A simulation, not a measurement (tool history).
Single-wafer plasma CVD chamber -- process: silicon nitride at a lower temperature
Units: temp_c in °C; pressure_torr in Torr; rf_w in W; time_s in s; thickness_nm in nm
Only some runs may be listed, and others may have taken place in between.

run,hour,temp_c,pressure_torr,rf_w,time_s,thickness_nm
1,0,365,1.78,260,31.7,33.185
2,2.4,365,1.97,275,31.7,35.451
3,6.4,365,1.69,275,31.7,33.68
4,14,365,1.91,285,31.7,36.324
5,18.3,365,2.07,290,31.7,37.321
6,22.2,365,2.07,290,30.2,35.878

Run 7 has not been measured yet. What should we expect?
7,24.6,365,2.17,300,30.3,?

{"run 7": {"thickness_nm": 37.466}}
